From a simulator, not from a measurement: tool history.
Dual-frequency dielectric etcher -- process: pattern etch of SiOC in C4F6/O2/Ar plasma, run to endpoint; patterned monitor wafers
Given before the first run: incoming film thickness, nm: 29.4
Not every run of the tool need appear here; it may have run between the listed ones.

run 1 day=0.000 | bias_power_(kW)=0.624 source_power_(kW)=0.290 | endpoint_time_(s)=9.5813
run 2 day=0.254 | bias_power_(kW)=0.549 source_power_(kW)=0.270 | endpoint_time_(s)=10.2680
run 3 day=0.575 | bias_power_(kW)=0.497 source_power_(kW)=0.260 | endpoint_time_(s)=10.7720
run 4 day=0.933 | bias_power_(kW)=0.564 source_power_(kW)=0.260 | endpoint_time_(s)=10.2950
run 5 day=1.146 | bias_power_(kW)=0.509 source_power_(kW)=0.250 | endpoint_time_(s)=10.8770
run 6 day=1.317 | bias_power_(kW)=0.588 source_power_(kW)=0.250 | endpoint_time_(s)=10.2770

Run 7 has not been measured yet. What should we expect?
-- day=1.488 source power generator calibrated
run 7 day=1.488 | bias_power_(kW)=0.529 source_power_(kW)=0.240 | endpoint_time_(s)=?

endpoint time (s): 10.6190
